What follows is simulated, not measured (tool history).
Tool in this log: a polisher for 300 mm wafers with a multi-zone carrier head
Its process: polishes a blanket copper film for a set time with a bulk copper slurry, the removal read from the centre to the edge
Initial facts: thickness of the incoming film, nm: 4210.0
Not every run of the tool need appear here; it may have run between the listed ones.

run,hour,flow of slurry (ml/min),pressure of the head's centre zone,pressure of the head's middle zone,pressure of the head's edge zone,abrasive content of the slurry,polishing time (s),film removed at the wafer's centre (nm),film removed at mid-radius (nm),film removed at the wafer's edge (nm)
1,0,260,1,1,1,1,45,668.69,653.01,677.37
2,1.6,260,1,0.95,1,1,45,656.7,624.21,682.1
3,9.3,260,1.01,0.96,0.98,0.9,43,625.63,587.58,619.32
4,14.5,260,1.01,0.96,0.98,0.9,32,466.17,437.93,484.88
5,16.5,260,1.01,1.01,0.98,0.9,32,464.94,472.77,471.63
6,17.5,265,1.02,1.01,0.98,0.9,32,479.41,453.48,476.11

What does the tool deliver on the next run?
7,22.9,265,1.02,1.02,0.97,0.9,32,?,?,?

For run 7 the tool returned film removed at the wafer's centre (nm) 477.9, film removed at mid-radius (nm) 463.13, film removed at the wafer's edge (nm) 474.81.
